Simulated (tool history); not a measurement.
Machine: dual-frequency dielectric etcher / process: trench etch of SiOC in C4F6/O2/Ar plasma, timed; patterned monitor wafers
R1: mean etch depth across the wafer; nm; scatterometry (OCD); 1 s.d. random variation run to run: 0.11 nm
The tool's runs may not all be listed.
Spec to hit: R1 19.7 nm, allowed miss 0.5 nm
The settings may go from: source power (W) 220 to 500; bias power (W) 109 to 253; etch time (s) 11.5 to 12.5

run 1 hour=0 | source_power_(W)=360 bias_power_(W)=181 etch_time_(s)=12.5 | R1=23.11
run 2 hour=3.5 | source_power_(W)=360 bias_power_(W)=181 etch_time_(s)=11.5 | R1=21.141
run 3 hour=4.1 | source_power_(W)=360 bias_power_(W)=181 etch_time_(s)=12.5 | R1=23.155
run 4 hour=8 | source_power_(W)=360 bias_power_(W)=181 etch_time_(s)=12.5 | R1=22.967
run 5 hour=8.7 | source_power_(W)=340 bias_power_(W)=177 etch_time_(s)=12.5 | R1=22.49
run 6 hour=17.6 | source_power_(W)=340 bias_power_(W)=209 etch_time_(s)=12.5 | R1=23.712
run 7 hour=20.2 | source_power_(W)=320 bias_power_(W)=200 etch_time_(s)=12.5 | R1=22.724
run 8 hour=27 | source_power_(W)=300 bias_power_(W)=195 etch_time_(s)=12.5 | R1=21.99
run 9 hour=29.4 | source_power_(W)=290 bias_power_(W)=192 etch_time_(s)=12.5 | R1=21.401
run 10 hour=35.1 | source_power_(W)=280 bias_power_(W)=191 etch_time_(s)=12.5 | R1=21.162
run 11 hour=37 | source_power_(W)=270 bias_power_(W)=190 etch_time_(s)=12.5 | R1=20.725
run 12 hour=42.5 | source_power_(W)=260 bias_power_(W)=189 etch_time_(s)=12.5 | R1=20.282

Exercise: of the 4 proposed moves below, exactly one satisfies all targets within the stated allowed misses. Which move is it?
run A hour=48 | source_power_(W)=230 bias_power_(W)=203 etch_time_(s)=12.5 | R1=?
run B hour=48 | source_power_(W)=270 bias_power_(W)=202 etch_time_(s)=12.5 | R1=?
run C hour=48 | source_power_(W)=250 bias_power_(W)=221 etch_time_(s)=12.5 | R1=?
run D hour=48 | source_power_(W)=220 bias_power_(W)=190 etch_time_(s)=12.5 | R1=?

move=A R1=19.535
move=B R1=20.999
move=C R1=20.935
move=D R1=18.681
A: all results in spec
B: misses by more than the last run did
C: misses by more than the last run did
D: pushes the last run's worst result past its target
The right move is A.
